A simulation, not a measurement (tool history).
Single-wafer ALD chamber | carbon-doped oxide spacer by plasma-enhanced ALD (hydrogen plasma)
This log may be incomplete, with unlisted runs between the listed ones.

| run | day | heater temperature setpoint (deg C) | number of ALD cycles (cycles) | mean film thickness on the monitor wafer (nm) |
|---|---|---|---|---|
| 1 | 0.000 | 400 | 522 | 26.439 |
| 2 | 0.283 | 401 | 490 | 24.764 |
| 3 | 0.429 | 408 | 490 | 24.148 |
| 4 | 0.533 | 408 | 429 | 21.146 |
| 5 | 0.792 | 408 | 482 | 23.880 |
| 6 | 0.871 | 409 | 464 | 22.930 |
| 7 | 1.275 | 410 | 449 | 21.895 |
| 8 | 1.475 | 412 | 441 | 21.388 |
| 9 | 1.767 | 412 | 441 | 21.645 |
| 10 | 2.146 | 413 | 432 | 21.061 |
| 11 | 2.558 | 414 | 426 | 20.463 |

Expected results for the next run?
| 12 | 2.658 | 416 | 424 | ? |

{"run 12": {"mean film thickness on the monitor wafer (nm)": 20.42}}
